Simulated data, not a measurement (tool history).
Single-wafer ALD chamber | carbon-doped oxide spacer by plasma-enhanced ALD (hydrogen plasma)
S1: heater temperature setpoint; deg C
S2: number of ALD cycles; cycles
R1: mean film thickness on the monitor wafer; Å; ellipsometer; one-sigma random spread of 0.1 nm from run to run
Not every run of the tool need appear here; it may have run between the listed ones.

run  hour   S1   S2      R1
  1   0.0  390  474  253.85
  2   2.2  390  508  270.50
  3   4.4  390  476  253.20
  4  11.2  401  476  253.29
  5  17.6  411  476  244.71
  6  18.9  411  457  236.18
  7  26.5  411  381  196.96

Predict the results of run 8:
  8  35.2  411  386   ?

{"run 8": {"R1": 199.06}}
